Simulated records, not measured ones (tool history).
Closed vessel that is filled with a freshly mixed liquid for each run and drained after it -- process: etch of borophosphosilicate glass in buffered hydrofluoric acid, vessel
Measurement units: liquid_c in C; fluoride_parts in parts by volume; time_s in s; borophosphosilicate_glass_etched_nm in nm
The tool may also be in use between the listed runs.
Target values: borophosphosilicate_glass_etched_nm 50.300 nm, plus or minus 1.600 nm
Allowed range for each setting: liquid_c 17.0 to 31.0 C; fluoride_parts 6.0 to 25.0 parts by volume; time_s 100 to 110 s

run	hour	liquid_c	fluoride_parts	time_s	borophosphosilicate_glass_etched_nm
1	0.0	23.0	15.5	100	95.570
2	7.5	21.5	16.5	100	83.093
3	14.2	21.5	16.5	110	92.737
4	19.5	21.5	16.5	110	93.782
5	23.8	21.5	16.5	110	93.612
6	25.9	21.5	14.0	110	108.840
7	32.4	20.5	16.0	110	89.251
8	41.6	19.5	17.0	110	80.403
9	47.3	19.0	18.0	110	73.330
10	52.7	17.0	23.0	110	53.606
11	60.8	17.0	23.5	110	52.748
12	62.9	17.0	24.0	110	52.241

Which one of the following 4 next-run settings gets every result inside its allowed miss? There is exactly one.
A	65.0	17.0	25.0	100	?
B	65.0	17.5	23.0	110	?
C	65.0	18.5	24.0	105	?
D	65.0	17.0	24.0	105	?

move	borophosphosilicate_glass_etched_nm
A	46.604
B	55.883
C	54.788
D	50.343
A: moves the result that the last run missed by most past its target, out the other side
B: further off than the last run
C: further off than the last run
D: each result inside its tolerance
The right move is D.
